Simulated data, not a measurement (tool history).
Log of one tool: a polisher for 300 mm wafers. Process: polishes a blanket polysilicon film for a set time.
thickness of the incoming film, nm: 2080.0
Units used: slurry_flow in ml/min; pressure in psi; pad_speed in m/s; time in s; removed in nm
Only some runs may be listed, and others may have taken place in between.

run    day  slurry_flow  pressure  pad_speed  time  removed
  1  0.000          220       1.7       1.08    99   455.81
  2  0.304          220       1.6       1.08    99   442.54
  3  0.517          220       1.4       1.08    99   380.68
  4  0.671          220       1.2       1.08    99   328.92
  5  0.850          220       1.4       1.08    99   385.14
     1.162  -- worn pad replaced by a new one
  6  1.162          170       1.4       1.08    99   408.18
  7  1.217          180       1.4       1.08    99   415.20

Run 8, settings as shown, results not yet in. Your forecast:
  8  1.312          175       1.1       1.06    99        ?

removed: 321.79 nm
